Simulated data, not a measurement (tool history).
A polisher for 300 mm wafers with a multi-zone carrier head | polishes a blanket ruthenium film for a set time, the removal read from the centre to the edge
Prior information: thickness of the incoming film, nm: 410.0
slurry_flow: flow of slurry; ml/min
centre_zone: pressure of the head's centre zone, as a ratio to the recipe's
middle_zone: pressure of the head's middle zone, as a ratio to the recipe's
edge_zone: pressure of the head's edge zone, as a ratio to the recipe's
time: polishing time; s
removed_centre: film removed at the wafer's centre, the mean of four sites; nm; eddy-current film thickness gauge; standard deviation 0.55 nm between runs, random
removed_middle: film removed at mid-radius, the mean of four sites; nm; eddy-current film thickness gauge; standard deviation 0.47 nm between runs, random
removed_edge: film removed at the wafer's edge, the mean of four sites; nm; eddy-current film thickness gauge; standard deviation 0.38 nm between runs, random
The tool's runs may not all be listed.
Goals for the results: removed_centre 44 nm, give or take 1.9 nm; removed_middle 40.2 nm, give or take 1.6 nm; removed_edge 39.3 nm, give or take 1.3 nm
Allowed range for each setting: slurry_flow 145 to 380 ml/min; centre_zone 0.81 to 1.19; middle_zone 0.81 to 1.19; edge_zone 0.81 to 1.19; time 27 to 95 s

Run 1, hour 0: slurry_flow 245 ml/min, centre_zone 1, middle_zone 1, edge_zone 1, time 61 s. Result: removed_centre 68.083 nm, removed_middle 69.922 nm, removed_edge 65.004 nm.
Run 2, hour 1.5: slurry_flow 245 ml/min, centre_zone 1, middle_zone 0.99, edge_zone 0.99, time 58 s. Result: removed_centre 67.149 nm, removed_middle 65.977 nm, removed_edge 62.662 nm.
Run 3, hour 4.4: slurry_flow 245 ml/min, centre_zone 0.95, middle_zone 0.99, edge_zone 0.99, time 58 s. Result: removed_centre 63.939 nm, removed_middle 64.686 nm, removed_edge 60.815 nm.
Run 4, hour 12.2: slurry_flow 225 ml/min, centre_zone 0.95, middle_zone 0.99, edge_zone 0.99, time 58 s. Result: removed_centre 61.545 nm, removed_middle 65.075 nm, removed_edge 61.57 nm.
Run 5, hour 14.4: slurry_flow 225 ml/min, centre_zone 0.95, middle_zone 0.99, edge_zone 0.99, time 71 s. Result: removed_centre 76.63 nm, removed_middle 79.089 nm, removed_edge 75.749 nm.
Run 6, hour 21.7: slurry_flow 230 ml/min, centre_zone 0.95, middle_zone 0.98, edge_zone 0.98, time 66 s. Result: removed_centre 72.664 nm, removed_middle 72.915 nm, removed_edge 70.75 nm.
Run 7, hour 28.8: slurry_flow 200 ml/min, centre_zone 0.95, middle_zone 0.95, edge_zone 0.88, time 49 s. Result: removed_centre 51.666 nm, removed_middle 50.817 nm, removed_edge 48.979 nm.
Run 8, hour 32.3: slurry_flow 205 ml/min, centre_zone 0.95, middle_zone 0.95, edge_zone 0.88, time 47 s. Result: removed_centre 49.311 nm, removed_middle 50.437 nm, removed_edge 46.448 nm.
Run 9, hour 37.8: slurry_flow 205 ml/min, centre_zone 0.95, middle_zone 0.94, edge_zone 0.87, time 46 s. Result: removed_centre 48.607 nm, removed_middle 49.221 nm, removed_edge 45.111 nm.
Run 10, hour 39: slurry_flow 200 ml/min, centre_zone 0.95, middle_zone 0.93, edge_zone 0.87, time 45 s. Result: removed_centre 47.047 nm, removed_middle 46.511 nm, removed_edge 43.84 nm.
Run 11, hour 47.1: slurry_flow 200 ml/min, centre_zone 0.95, middle_zone 0.92, edge_zone 0.86, time 45 s. Result: removed_centre 47.054 nm, removed_middle 45.253 nm, removed_edge 44.137 nm.
Run 12, hour 54.3: slurry_flow 195 ml/min, centre_zone 0.99, middle_zone 0.91, edge_zone 0.81, time 38 s. Result: removed_centre 40.906 nm, removed_middle 38.607 nm, removed_edge 35.967 nm.
Run 13, hour 55.5: slurry_flow 195 ml/min, centre_zone 0.99, middle_zone 0.91, edge_zone 0.82, time 38 s. Result: removed_centre 41.444 nm, removed_middle 38.383 nm, removed_edge 35.687 nm.
Run 14, hour 64.2: slurry_flow 200 ml/min, centre_zone 0.99, middle_zone 0.91, edge_zone 0.83, time 38 s. Result: removed_centre 41.434 nm, removed_middle 39.106 nm, removed_edge 37.305 nm.
Run 15, hour 73.1: slurry_flow 205 ml/min, centre_zone 1, middle_zone 0.91, edge_zone 0.84, time 38 s. Result: removed_centre 42.092 nm, removed_middle 38.739 nm, removed_edge 36.871 nm.
Run 16, hour 81.9: slurry_flow 210 ml/min, centre_zone 1, middle_zone 0.91, edge_zone 0.9, time 41 s. Result: removed_centre 45.074 nm, removed_middle 41.661 nm, removed_edge 41.86 nm.
Run 17, hour 83.1: slurry_flow 210 ml/min, centre_zone 1, middle_zone 0.91, edge_zone 0.9, time 41 s. Result: removed_centre 46.536 nm, removed_middle 41.892 nm, removed_edge 41.695 nm.
Run 18, hour 90.1: slurry_flow 210 ml/min, centre_zone 1, middle_zone 0.91, edge_zone 0.89, time 41 s. Result: removed_centre 45.792 nm, removed_middle 41.245 nm, removed_edge 41.897 nm.
Run 19, hour 94.2: slurry_flow 210 ml/min, centre_zone 1, middle_zone 0.91, edge_zone 0.88, time 41 s. Result: removed_centre 45.543 nm, removed_middle 43.117 nm, removed_edge 41.573 nm.
Run 20, hour 100.4: slurry_flow 205 ml/min, centre_zone 1, middle_zone 0.91, edge_zone 0.88, time 41 s. Result: removed_centre 44.401 nm, removed_middle 43.092 nm, removed_edge 41.156 nm.
At hour 104.3: edge zone pressure recalibrated.
Run 21, hour 104.3: slurry_flow 215 ml/min, centre_zone 1, middle_zone 0.89, edge_zone 0.86, time 41 s. Result: removed_centre 46.126 nm, removed_middle 41.732 nm, removed_edge 41.567 nm.
Run 22, hour 106.2: slurry_flow 215 ml/min, centre_zone 1, middle_zone 0.89, edge_zone 0.86, time 41 s. Result: removed_centre 45.26 nm, removed_middle 41.051 nm, removed_edge 42.187 nm.
Run 23, hour 112.3: slurry_flow 210 ml/min, centre_zone 1, middle_zone 0.89, edge_zone 0.86, time 41 s. Result: removed_centre 44.274 nm, removed_middle 41.185 nm, removed_edge 42.668 nm.
Run 24, hour 114.4: slurry_flow 205 ml/min, centre_zone 1, middle_zone 0.89, edge_zone 0.86, time 41 s. Result: removed_centre 45.676 nm, removed_middle 41.273 nm, removed_edge 42.131 nm.

Pick the move, out of 4, that brings all results within their allowed miss; only one does.
Run A, hour 116.5: slurry_flow 235 ml/min, centre_zone 1.01, middle_zone 0.9, edge_zone 0.81, time 39 s. Result: removed_centre ?, removed_middle ?, removed_edge ?.
Run B, hour 116.5: slurry_flow 145 ml/min, centre_zone 1.19, middle_zone 0.93, edge_zone 0.81, time 42 s. Result: removed_centre ?, removed_middle ?, removed_edge ?.
Run C, hour 116.5: slurry_flow 200 ml/min, centre_zone 0.99, middle_zone 0.91, edge_zone 0.81, time 44 s. Result: removed_centre ?, removed_middle ?, removed_edge ?.
Run D, hour 116.5: slurry_flow 265 ml/min, centre_zone 0.85, middle_zone 0.83, edge_zone 0.86, time 43 s. Result: removed_centre ?, removed_middle ?, removed_edge ?.

move  removed_centre  removed_middle  removed_edge
   A          44.083          40.611        39.037
   B          49.137          41.046        39.346
   C          47.624          45.132        43.243
   D          43.044          42.561        44.754
A: all results land within tolerance of their targets
B: the furthest-off result lands on target, but another misses its tolerance
C: moves away from the targets compared with the last run
D: moves away from the targets compared with the last run
Correct choice: A, which meets every target
